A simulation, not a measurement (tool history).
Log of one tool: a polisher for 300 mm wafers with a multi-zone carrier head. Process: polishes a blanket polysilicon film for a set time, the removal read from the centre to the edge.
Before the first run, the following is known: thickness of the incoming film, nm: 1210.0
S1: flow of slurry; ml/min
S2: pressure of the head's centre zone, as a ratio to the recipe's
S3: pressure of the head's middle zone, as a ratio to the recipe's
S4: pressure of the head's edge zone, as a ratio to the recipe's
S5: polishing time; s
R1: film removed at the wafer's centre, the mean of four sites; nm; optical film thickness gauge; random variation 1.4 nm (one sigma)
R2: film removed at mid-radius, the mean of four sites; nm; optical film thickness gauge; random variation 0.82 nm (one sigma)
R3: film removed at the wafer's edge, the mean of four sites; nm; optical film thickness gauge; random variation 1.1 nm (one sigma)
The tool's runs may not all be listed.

run  hour   S1    S2    S3    S4  S5      R1      R2      R3
  1     0  205     1     1     1  36   145.6  143.99  138.44
  2   7.3  200  0.99  0.96  0.97  32  122.14  122.71  124.97
  3   7.9  205  1.02  0.96  0.95  28  111.18  105.59  106.29
  4  10.9  205  0.99  0.96  0.95  28  111.06  108.47  107.33
  5  15.7  205  0.93  0.96  0.95  28  104.88  107.03  105.94
     21.1  -- worn pad replaced by a new one
  6  21.1  205  0.93  0.96  0.95  23  97.409  95.509  100.05
  7  21.7  205  0.95  0.95  0.93  23  95.982  96.701  97.212
  8  24.9  210  0.98  0.93  0.92  23   102.1  96.383  97.199
  9  29.6  210  0.98  0.93  0.92  23  95.925   94.86  96.865
 10  31.5  200  1.01  0.93  0.91  23  101.68  95.775  95.633

Forecast run 11:
 11  36.2  200  1.01  0.93  0.91  23   ?   ?   ?

Run 11 produced R1 100.73 nm, R2 93.434 nm, R3 92.568 nm.
